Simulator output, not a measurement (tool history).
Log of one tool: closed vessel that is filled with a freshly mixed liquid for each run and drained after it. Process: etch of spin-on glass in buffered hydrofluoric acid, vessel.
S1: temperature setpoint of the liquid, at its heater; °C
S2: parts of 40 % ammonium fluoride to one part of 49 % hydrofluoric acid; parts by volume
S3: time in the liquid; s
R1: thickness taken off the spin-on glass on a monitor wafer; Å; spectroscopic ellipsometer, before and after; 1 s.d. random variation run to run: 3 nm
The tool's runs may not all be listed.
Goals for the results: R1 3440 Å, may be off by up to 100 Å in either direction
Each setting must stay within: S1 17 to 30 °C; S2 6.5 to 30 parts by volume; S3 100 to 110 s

run,hour,S1,S2,S3,R1
1,0,22,19.5,100,1871.4
2,2.8,22,15,100,2375.2
3,5.3,24,15,100,2700.9
4,10.6,24,19,100,2140.8
5,17.7,27,19,100,2496.3
6,25.5,28,18,100,2767.1
7,27.4,28.5,17.5,100,2918.2
8,32.5,29,17,100,3077.4
9,38.7,29.5,16.5,100,3285.6

Exercise: of the 4 proposed moves below, exactly one satisfies all targets within the stated allowed misses. Which move is it?
A,44.9,26.5,15,100,?
B,44.9,28,15.5,100,?
C,44.9,28.5,17.5,110,?
D,44.9,30,17,105,?

move,R1
A,3039.2
B,3188.9
C,3197.5
D,3399.7
A: the biggest miss grows against the last run
B: the biggest miss grows against the last run
C: the biggest miss grows against the last run
D: every result within its allowed miss
Go with D: it meets all targets.
